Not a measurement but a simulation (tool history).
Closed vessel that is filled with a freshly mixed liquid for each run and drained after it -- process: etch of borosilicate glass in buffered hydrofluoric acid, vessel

run	hour	temperature setpoint of the liquid (C)	parts of 40 % ammonium fluoride to one part of 49 % hydrofluoric acid (parts by volume)	time in the liquid (s)	thickness taken off the borosilicate glass on a monitor wafer (Å)
1	0.0	20.0	13.0	100	827.40
2	3.2	19.0	14.5	100	700.09
3	11.4	20.5	14.5	100	758.85
4	20.2	20.5	18.0	100	611.85
5	23.4	19.5	18.0	100	588.96
6	24.8	19.5	18.0	105	608.60

Forecast run 7:
7	27.5	19.5	18.0	105	?

For run 7 the tool returned thickness taken off the borosilicate glass on a monitor wafer (Å) 617.53.
